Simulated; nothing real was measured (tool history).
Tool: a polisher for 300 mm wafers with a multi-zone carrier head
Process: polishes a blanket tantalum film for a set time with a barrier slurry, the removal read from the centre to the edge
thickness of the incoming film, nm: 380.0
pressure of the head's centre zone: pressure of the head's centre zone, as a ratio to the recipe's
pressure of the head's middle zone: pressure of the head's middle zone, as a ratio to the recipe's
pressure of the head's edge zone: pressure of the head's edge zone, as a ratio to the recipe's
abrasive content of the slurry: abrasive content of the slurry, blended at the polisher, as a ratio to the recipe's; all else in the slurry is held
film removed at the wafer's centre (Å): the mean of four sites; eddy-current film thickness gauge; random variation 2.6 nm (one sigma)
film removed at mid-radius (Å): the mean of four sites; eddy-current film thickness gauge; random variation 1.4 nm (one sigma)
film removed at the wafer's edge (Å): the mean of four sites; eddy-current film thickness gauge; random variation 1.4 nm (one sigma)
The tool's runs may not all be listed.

run,hour,flow of slurry (ml/min),pressure of the head's centre zone,pressure of the head's middle zone,pressure of the head's edge zone,abrasive content of the slurry,polishing time (s),film removed at the wafer's centre (Å),film removed at mid-radius (Å),film removed at the wafer's edge (Å)
1,0,170,1,1,1,1,71,1370.1,1340,1358.7
2,8.5,170,1,1,1,0.85,71,1288.4,1315.3,1316.4
3,11.1,185,1.03,1.05,1.04,0.95,72,1446.6,1404.4,1391
4,19.6,160,1.03,1.05,1.04,0.95,72,1369.8,1382.9,1387.3
5,26.3,160,1.03,1.05,1.04,1.1,72,1434.8,1404.4,1413.1
6,33.5,180,1.03,1.09,1.06,1.2,73,1502.7,1545.4,1486.6

The next listed run, before its measurement:
7,36.5,195,1.05,1.11,1.08,1.25,73,?,?,?

film removed at the wafer's centre (Å): 1519.2
film removed at mid-radius (Å): 1571.9
film removed at the wafer's edge (Å): 1488.4
